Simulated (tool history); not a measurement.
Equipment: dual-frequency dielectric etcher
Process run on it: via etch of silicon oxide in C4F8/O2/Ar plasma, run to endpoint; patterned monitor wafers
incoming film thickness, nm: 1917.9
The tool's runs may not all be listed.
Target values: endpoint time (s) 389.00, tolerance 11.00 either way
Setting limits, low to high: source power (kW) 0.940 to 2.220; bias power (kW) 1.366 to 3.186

run	hour	source power (kW)	bias power (kW)	endpoint time (s)
1	0.0	1.580	2.276	336.29
2	4.0	1.460	2.207	354.65
3	8.8	1.460	2.543	336.25
4	14.6	1.460	2.399	339.20
5	17.0	1.350	2.330	359.91
6	24.7	1.450	2.330	346.04
7	30.3	1.360	2.293	357.84
8	34.0	1.300	2.264	365.09
9	34.8	1.250	2.240	368.74
10	41.7	1.210	2.214	379.84

Below are 4 possible settings for the next run. Only one of them brings all results inside the allowed miss of their targets. Which is it?
A	48.6	1.260	2.240	?
B	48.6	1.230	2.488	?
C	48.6	1.150	2.142	?
D	48.6	1.220	2.367	?

move	endpoint time (s)
A	371.82
B	363.65
C	390.13
D	370.30
A: misses by more than the last run did
B: misses by more than the last run did
C: meets every target
D: misses by more than the last run did
C meets every target.
